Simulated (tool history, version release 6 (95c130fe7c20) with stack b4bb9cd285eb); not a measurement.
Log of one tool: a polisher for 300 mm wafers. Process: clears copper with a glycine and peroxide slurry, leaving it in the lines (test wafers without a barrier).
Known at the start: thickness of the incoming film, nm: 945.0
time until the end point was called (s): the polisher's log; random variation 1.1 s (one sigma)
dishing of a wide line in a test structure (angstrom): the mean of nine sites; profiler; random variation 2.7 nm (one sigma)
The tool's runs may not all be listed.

run  hour  flow of slurry (ml/min)  pressure of the wafer on the pad (kPa)  speed of the pad under the wafer (cm/s)  overpolish time after the end point (s)  time until the end point was called (s)  dishing of a wide line in a test structure (angstrom)
  1   0.0                      135                                    22.1                                      116                                       21                                  118.730                                                 836.53
  2   7.2                      135                                    22.8                                      116                                       22                                  118.570                                                 886.38
  3  16.2                      135                                    22.8                                      138                                       22                                  101.760                                                 948.35
  4  23.3                      125                                    22.8                                      138                                       22                                  103.320                                                 950.03
  5  25.2                      125                                    22.8                                      148                                       22                                   97.210                                                 980.50
  6  29.6                      125                                    22.8                                      148                                       23                                   96.861                                                 986.77

Forecast run 7:
  7  37.8                      125                                    22.8                                      148                                       24                                        ?                                                      ?

Run 7 gave time until the end point was called (s) 95.883, dishing of a wide line in a test structure (angstrom) 1019.50.
